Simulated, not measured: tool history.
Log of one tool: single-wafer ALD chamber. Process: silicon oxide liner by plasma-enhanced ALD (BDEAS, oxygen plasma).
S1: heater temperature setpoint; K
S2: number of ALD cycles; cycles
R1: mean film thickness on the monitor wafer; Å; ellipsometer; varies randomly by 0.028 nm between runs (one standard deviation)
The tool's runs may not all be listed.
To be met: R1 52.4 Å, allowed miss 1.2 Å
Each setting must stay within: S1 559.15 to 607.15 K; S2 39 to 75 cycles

Run 1, day 0: S1 583.15 K, S2 57 cycles. Result: R1 61.937 Å.
Run 2, day 0.15: S1 583.15 K, S2 55 cycles. Result: R1 59.652 Å.
Run 3, day 0.425: S1 583.15 K, S2 54 cycles. Result: R1 58.294 Å.
Run 4, day 0.517: S1 583.15 K, S2 57 cycles. Result: R1 62.178 Å.
Run 5, day 0.821: S1 583.15 K, S2 55 cycles. Result: R1 59.884 Å.
Run 6, day 0.958: S1 589.15 K, S2 55 cycles. Result: R1 59.416 Å.
Run 7, day 0.988: S1 589.15 K, S2 54 cycles. Result: R1 57.909 Å.
Run 8, day 1.025: S1 589.15 K, S2 53 cycles. Result: R1 56.848 Å.
Run 9, day 1.121: S1 589.15 K, S2 52 cycles. Result: R1 55.623 Å.
Run 10, day 1.296: S1 589.15 K, S2 51 cycles. Result: R1 54.622 Å.
Run 11, day 1.388: S1 589.15 K, S2 50 cycles. Result: R1 53.716 Å.
Run 12, day 1.454: S1 589.15 K, S2 50 cycles. Result: R1 53.918 Å.

Exercise: of the 5 proposed moves below, exactly one satisfies all targets within the stated allowed misses. Which move is it?
Run A, day 1.521: S1 591.15 K, S2 53 cycles. Result: R1 ?.
Run B, day 1.521: S1 587.15 K, S2 49 cycles. Result: R1 ?.
Run C, day 1.521: S1 588.15 K, S2 52 cycles. Result: R1 ?.
Run D, day 1.521: S1 588.15 K, S2 53 cycles. Result: R1 ?.
Run E, day 1.521: S1 581.15 K, S2 46 cycles. Result: R1 ?.

move      R1
   A  57.605
   B  53.558
   C  56.757
   D  57.849
   E  50.703
A: moves away from the targets compared with the last run
B: hits every target within its allowed miss
C: moves away from the targets compared with the last run
D: moves away from the targets compared with the last run
E: takes the biggest miss from the last run beyond its target
Go with B: it meets all targets.

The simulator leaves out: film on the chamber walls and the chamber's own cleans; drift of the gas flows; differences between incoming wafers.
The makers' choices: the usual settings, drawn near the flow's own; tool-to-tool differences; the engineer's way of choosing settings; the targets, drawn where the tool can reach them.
